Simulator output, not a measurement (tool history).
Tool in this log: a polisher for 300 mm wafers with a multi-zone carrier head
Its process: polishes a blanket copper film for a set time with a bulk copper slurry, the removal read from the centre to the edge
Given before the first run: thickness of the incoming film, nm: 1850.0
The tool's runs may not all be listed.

run    day  flow of slurry (ml/min)  pressure of the head's centre zone  pressure of the head's middle zone  pressure of the head's edge zone  abrasive content of the slurry  polishing time (s)  film removed at the wafer's centre (nm)  film removed at mid-radius (nm)  film removed at the wafer's edge (nm)
  1  0.000                      290                                1.00                                1.00                              1.00                            1.00                  58                                   688.69                           701.93                                 711.78
  2  0.358                      220                                1.00                                1.00                              1.00                            1.00                  58                                   636.73                           656.10                                 680.01
  3  0.575                      220                                1.00                                0.95                              1.00                            1.00                  58                                   648.43                           645.08                                 684.81
  4  0.742                      290                                1.00                                0.95                              1.00                            1.00                  58                                   699.45                           690.30                                 698.58
     1.058  -- slurry nozzle cleaned
  5  1.058                      280                                1.00                                0.93                              0.98                            0.90                  57                                   684.51                           659.47                                 693.37
  6  1.212                      280                                1.00                                0.93                              1.01                            0.90                  57                                   675.39                           669.90                                 695.36
  7  1.429                      280                                1.01                                0.94                              0.99                            0.90                  54                                   671.43                           651.39                                 650.22
  8  1.762                      275                                0.95                                0.84                              0.89                            0.65                  49                                   515.24                           484.32                                 531.31

What does the tool deliver on the next run?
  9  1.888                      285                                0.96                                0.85                              0.88                            0.65                  49                                        ?                                ?                                      ?

Run 9 yielded film removed at the wafer's centre (nm) 526.02, film removed at mid-radius (nm) 508.57, film removed at the wafer's edge (nm) 529.68.
